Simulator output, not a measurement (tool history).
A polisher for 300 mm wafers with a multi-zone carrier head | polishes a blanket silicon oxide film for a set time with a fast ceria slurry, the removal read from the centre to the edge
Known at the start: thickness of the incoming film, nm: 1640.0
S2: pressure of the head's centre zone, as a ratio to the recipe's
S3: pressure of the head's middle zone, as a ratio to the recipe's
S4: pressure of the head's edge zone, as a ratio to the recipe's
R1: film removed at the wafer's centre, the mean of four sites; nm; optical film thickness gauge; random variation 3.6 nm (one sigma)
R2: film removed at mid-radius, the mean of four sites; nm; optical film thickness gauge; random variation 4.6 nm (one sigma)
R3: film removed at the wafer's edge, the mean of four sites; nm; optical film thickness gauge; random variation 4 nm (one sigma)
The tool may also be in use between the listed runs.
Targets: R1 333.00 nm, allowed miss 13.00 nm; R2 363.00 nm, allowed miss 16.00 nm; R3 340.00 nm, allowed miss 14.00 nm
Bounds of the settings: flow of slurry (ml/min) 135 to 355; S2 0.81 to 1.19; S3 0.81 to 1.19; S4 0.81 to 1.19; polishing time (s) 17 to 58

Run 1, day 0.000: flow of slurry (ml/min) 225, S2 1.00, S3 1.00, S4 1.00, polishing time (s) 37. Result: R1 558.99 nm, R2 544.14 nm, R3 563.66 nm.
Run 2, day 0.121: flow of slurry (ml/min) 225, S2 1.00, S3 1.00, S4 1.07, polishing time (s) 37. Result: R1 561.52 nm, R2 547.53 nm, R3 586.74 nm.
Run 3, day 0.150: flow of slurry (ml/min) 225, S2 0.99, S3 1.01, S4 1.03, polishing time (s) 33. Result: R1 488.43 nm, R2 498.68 nm, R3 511.52 nm.
Run 4, day 0.333: flow of slurry (ml/min) 275, S2 0.99, S3 1.01, S4 1.03, polishing time (s) 33. Result: R1 502.33 nm, R2 510.22 nm, R3 528.23 nm.
Run 5, day 0.550: flow of slurry (ml/min) 230, S2 0.99, S3 1.01, S4 1.03, polishing time (s) 33. Result: R1 493.67 nm, R2 494.89 nm, R3 514.80 nm.
Run 6, day 0.883: flow of slurry (ml/min) 225, S2 0.98, S3 1.01, S4 0.99, polishing time (s) 31. Result: R1 466.65 nm, R2 461.75 nm, R3 470.38 nm.
Run 7, day 1.088: flow of slurry (ml/min) 220, S2 0.95, S3 1.02, S4 0.97, polishing time (s) 29. Result: R1 422.53 nm, R2 435.46 nm, R3 438.19 nm.
Run 8, day 1.379: flow of slurry (ml/min) 215, S2 0.93, S3 1.03, S4 0.94, polishing time (s) 28. Result: R1 397.44 nm, R2 429.96 nm, R3 410.32 nm.
Run 9, day 1.446: flow of slurry (ml/min) 210, S2 0.91, S3 1.02, S4 0.92, polishing time (s) 27. Result: R1 378.82 nm, R2 406.52 nm, R3 389.82 nm.
Run 10, day 1.533: flow of slurry (ml/min) 185, S2 0.83, S3 1.00, S4 0.82, polishing time (s) 24. Result: R1 306.47 nm, R2 341.74 nm, R3 337.50 nm.
Run 11, day 1.825: flow of slurry (ml/min) 195, S2 0.84, S3 1.01, S4 0.82, polishing time (s) 24. Result: R1 309.22 nm, R2 348.74 nm, R3 331.22 nm.
Run 12, day 2.075: flow of slurry (ml/min) 195, S2 0.84, S3 1.01, S4 0.82, polishing time (s) 24. Result: R1 305.24 nm, R2 347.56 nm, R3 328.15 nm.

Which of these 4 next moves meets every target?
Run A, day 2.325: flow of slurry (ml/min) 155, S2 0.88, S3 0.94, S4 0.87, polishing time (s) 24. Result: R1 ?, R2 ?, R3 ?.
Run B, day 2.325: flow of slurry (ml/min) 150, S2 0.85, S3 1.03, S4 0.87, polishing time (s) 24. Result: R1 ?, R2 ?, R3 ?.
Run C, day 2.325: flow of slurry (ml/min) 215, S2 0.86, S3 0.97, S4 0.81, polishing time (s) 25. Result: R1 ?, R2 ?, R3 ?.
Run D, day 2.325: flow of slurry (ml/min) 155, S2 0.81, S3 1.00, S4 0.91, polishing time (s) 25. Result: R1 ?, R2 ?, R3 ?.

move      R1      R2      R3
   A  305.84  324.25  329.60
   B  295.11  343.94  327.57
   C  333.86  366.18  347.37
   D  298.05  353.20  349.98
A: further off than the last run
B: further off than the last run
C: meets every target
D: further off than the last run
Move C is the one to make.
